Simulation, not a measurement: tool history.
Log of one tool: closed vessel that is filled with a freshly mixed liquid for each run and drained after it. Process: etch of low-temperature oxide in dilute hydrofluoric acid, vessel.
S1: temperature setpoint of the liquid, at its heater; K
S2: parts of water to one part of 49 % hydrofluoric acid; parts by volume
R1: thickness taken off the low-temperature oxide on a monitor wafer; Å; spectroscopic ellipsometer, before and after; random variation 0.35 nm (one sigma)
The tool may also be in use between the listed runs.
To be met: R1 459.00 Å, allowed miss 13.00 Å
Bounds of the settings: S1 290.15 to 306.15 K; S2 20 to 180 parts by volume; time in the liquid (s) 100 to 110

Run 1, hour 0.0: S1 298.15 K, S2 100 parts by volume, time in the liquid (s) 100. Result: R1 168.52 Å.
Run 2, hour 5.7: S1 301.65 K, S2 100 parts by volume, time in the liquid (s) 100. Result: R1 195.27 Å.
Run 3, hour 12.1: S1 301.65 K, S2 100 parts by volume, time in the liquid (s) 110. Result: R1 215.61 Å.
Run 4, hour 20.8: S1 302.15 K, S2 90 parts by volume, time in the liquid (s) 110. Result: R1 245.33 Å.
Run 5, hour 26.2: S1 304.65 K, S2 90 parts by volume, time in the liquid (s) 110. Result: R1 270.52 Å.
Run 6, hour 33.9: S1 304.65 K, S2 85 parts by volume, time in the liquid (s) 110. Result: R1 287.56 Å.
Run 7, hour 41.3: S1 304.65 K, S2 85 parts by volume, time in the liquid (s) 110. Result: R1 292.20 Å.
Run 8, hour 47.1: S1 304.65 K, S2 80 parts by volume, time in the liquid (s) 110. Result: R1 307.10 Å.
Run 9, hour 56.2: S1 304.65 K, S2 75 parts by volume, time in the liquid (s) 110. Result: R1 334.03 Å.
Run 10, hour 64.7: S1 304.65 K, S2 70 parts by volume, time in the liquid (s) 110. Result: R1 355.84 Å.
Run 11, hour 67.3: S1 305.65 K, S2 60 parts by volume, time in the liquid (s) 110. Result: R1 441.63 Å.

Which of these 5 next moves meets every target?
Run A, hour 69.9: S1 305.15 K, S2 60 parts by volume, time in the liquid (s) 110. Result: R1 ?.
Run B, hour 69.9: S1 304.65 K, S2 60 parts by volume, time in the liquid (s) 110. Result: R1 ?.
Run C, hour 69.9: S1 306.15 K, S2 60 parts by volume, time in the liquid (s) 105. Result: R1 ?.
Run D, hour 69.9: S1 304.15 K, S2 55 parts by volume, time in the liquid (s) 110. Result: R1 ?.
Run E, hour 69.9: S1 301.65 K, S2 50 parts by volume, time in the liquid (s) 100. Result: R1 ?.

move      R1
   A  431.52
   B  423.33
   C  427.89
   D  456.56
   E  417.07
A: further off than the last run
B: further off than the last run
C: further off than the last run
D: meets every target
E: further off than the last run
Move D is the one to make.

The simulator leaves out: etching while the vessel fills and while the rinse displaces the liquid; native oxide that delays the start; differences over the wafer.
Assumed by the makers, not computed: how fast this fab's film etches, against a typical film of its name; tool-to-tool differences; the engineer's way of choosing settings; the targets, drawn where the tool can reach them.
